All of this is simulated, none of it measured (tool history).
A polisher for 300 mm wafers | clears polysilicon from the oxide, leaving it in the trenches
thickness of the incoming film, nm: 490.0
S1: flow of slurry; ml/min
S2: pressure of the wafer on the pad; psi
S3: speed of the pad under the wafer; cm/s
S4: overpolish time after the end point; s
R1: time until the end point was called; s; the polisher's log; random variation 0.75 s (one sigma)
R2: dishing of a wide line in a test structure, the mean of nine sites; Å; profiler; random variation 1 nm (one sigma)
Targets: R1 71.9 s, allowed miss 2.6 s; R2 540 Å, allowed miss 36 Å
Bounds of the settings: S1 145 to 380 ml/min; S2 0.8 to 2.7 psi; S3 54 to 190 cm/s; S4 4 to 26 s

run 1 day=0 | S1=245 S2=1.7 S3=122 S4=13 | R1=40.384 R2=629.62
run 2 day=0.358 | S1=245 S2=1.4 S3=120 S4=13 | R1=49.134 R2=559.23
run 3 day=0.721 | S1=280 S2=1.4 S3=120 S4=13 | R1=47.647 R2=563.65
run 4 day=0.971 | S1=265 S2=1.2 S3=118 S4=15 | R1=57.019 R2=570.79
run 5 day=1.192 | S1=305 S2=1.2 S3=118 S4=15 | R1=56.721 R2=568.63
run 6 day=1.288 | S1=275 S2=1.2 S3=118 S4=15 | R1=56.64 R2=580.13
run 7 day=1.642 | S1=275 S2=0.8 S3=116 S4=14 | R1=83.648 R2=458.8
run 8 day=1.862 | S1=275 S2=1 S3=116 S4=18 | R1=69.487 R2=567.88
run 9 day=2.008 | S1=270 S2=1 S3=116 S4=18 | R1=69.324 R2=567.57
run 10 day=2.321 | S1=265 S2=1 S3=116 S4=18 | R1=69.848 R2=559.44
run 11 day=2.683 | S1=260 S2=1 S3=116 S4=18 | R1=69.067 R2=586.62
run 12 day=2.775 | S1=260 S2=1 S3=116 S4=17 | R1=69.78 R2=570.94
run 13 day=3.1 | S1=260 S2=1 S3=116 S4=16 | R1=70.024 R2=527.76

4 next moves are on the table. One of them brings every result within its allowed miss. Which?
run A day=3.425 | S1=245 S2=0.9 S3=118 S4=19 | R1=? R2=?
run B day=3.425 | S1=145 S2=1 S3=120 S4=17 | R1=? R2=?
run C day=3.425 | S1=185 S2=1 S3=126 S4=14 | R1=? R2=?
run D day=3.425 | S1=285 S2=1 S3=122 S4=13 | R1=? R2=?

move=A R1=75.371 R2=555.16
move=B R1=72.098 R2=541.38
move=C R1=66.23 R2=517.55
move=D R1=65.056 R2=504.75
A: takes the result that was furthest off past its target
B: meets every target
C: further off than the last run
D: further off than the last run
Answer: B

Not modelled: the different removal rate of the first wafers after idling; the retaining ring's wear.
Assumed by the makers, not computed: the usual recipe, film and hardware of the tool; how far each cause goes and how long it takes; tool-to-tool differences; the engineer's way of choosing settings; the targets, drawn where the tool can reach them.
